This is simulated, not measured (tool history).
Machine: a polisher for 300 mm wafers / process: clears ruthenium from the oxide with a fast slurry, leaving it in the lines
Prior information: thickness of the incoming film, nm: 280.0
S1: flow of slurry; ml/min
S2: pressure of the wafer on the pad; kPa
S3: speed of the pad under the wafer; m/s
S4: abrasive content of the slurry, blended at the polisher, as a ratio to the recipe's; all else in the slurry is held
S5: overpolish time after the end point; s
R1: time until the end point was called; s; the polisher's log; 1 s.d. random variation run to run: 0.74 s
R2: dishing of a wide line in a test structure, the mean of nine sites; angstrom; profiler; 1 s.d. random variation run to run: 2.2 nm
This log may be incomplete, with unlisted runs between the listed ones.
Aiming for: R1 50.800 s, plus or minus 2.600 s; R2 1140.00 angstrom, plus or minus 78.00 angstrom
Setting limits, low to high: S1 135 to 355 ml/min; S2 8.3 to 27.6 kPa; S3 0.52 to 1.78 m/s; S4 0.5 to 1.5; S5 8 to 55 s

{"run": 1, "hour": 0.0, "S1": 225, "S2": 17.9, "S3": 1.14, "S4": 1.0, "S5": 28, "R1": 73.153, "R2": 779.43}
{"run": 2, "hour": 1.6, "S1": 225, "S2": 19.3, "S3": 1.14, "S4": 1.0, "S5": 30, "R1": 66.178, "R2": 827.24}
{"run": 3, "hour": 4.6, "S1": 225, "S2": 19.3, "S3": 1.14, "S4": 1.2, "S5": 30, "R1": 60.438, "R2": 859.58}
{"run": 4, "hour": 10.6, "S1": 225, "S2": 20.0, "S3": 1.14, "S4": 1.2, "S5": 32, "R1": 59.556, "R2": 914.63}
{"run": 5, "hour": 11.3, "S1": 225, "S2": 20.7, "S3": 1.14, "S4": 1.2, "S5": 33, "R1": 58.941, "R2": 930.79}
{"run": 6, "hour": 15.6, "S1": 225, "S2": 18.6, "S3": 1.14, "S4": 1.2, "S5": 33, "R1": 64.949, "R2": 875.97}
{"run": 7, "hour": 19.8, "S1": 225, "S2": 20.0, "S3": 1.14, "S4": 1.2, "S5": 34, "R1": 58.809, "R2": 943.52}
{"run": 8, "hour": 23.0, "S1": 225, "S2": 20.7, "S3": 1.14, "S4": 1.2, "S5": 35, "R1": 58.341, "R2": 992.05}
{"run": 9, "hour": 28.6, "S1": 225, "S2": 21.4, "S3": 1.14, "S4": 1.2, "S5": 35, "R1": 57.65, "R2": 983.62}

Consider the 5 candidate settings below. Which is the only one whose results all fall within their allowed miss of target?
{"run": "A", "hour": 34.2, "S1": 225, "S2": 22.8, "S3": 1.0, "S4": 1.2, "S5": 26, "R1": "?", "R2": "?"}
{"run": "B", "hour": 34.2, "S1": 195, "S2": 17.9, "S3": 1.24, "S4": 1.2, "S5": 25, "R1": "?", "R2": "?"}
{"run": "C", "hour": 34.2, "S1": 215, "S2": 24.8, "S3": 1.2, "S4": 1.0, "S5": 47, "R1": "?", "R2": "?"}
{"run": "D", "hour": 34.2, "S1": 210, "S2": 21.4, "S3": 1.2, "S4": 1.3, "S5": 35, "R1": "?", "R2": "?"}
{"run": "E", "hour": 34.2, "S1": 200, "S2": 21.4, "S3": 1.16, "S4": 1.1, "S5": 50, "R1": "?", "R2": "?"}

move=A R1=60.421 R2=789.79
move=B R1=62.517 R2=755.63
move=C R1=50.391 R2=1115.30
move=D R1=52.424 R2=988.91
move=E R1=58.150 R2=1087.70
A: moves away from the targets compared with the last run
B: moves away from the targets compared with the last run
C: every result within its allowed miss
D: meets the target for the result that was furthest off, but another lies outside its allowed miss
E: moves away from the targets compared with the last run
The move that meets every target is C.

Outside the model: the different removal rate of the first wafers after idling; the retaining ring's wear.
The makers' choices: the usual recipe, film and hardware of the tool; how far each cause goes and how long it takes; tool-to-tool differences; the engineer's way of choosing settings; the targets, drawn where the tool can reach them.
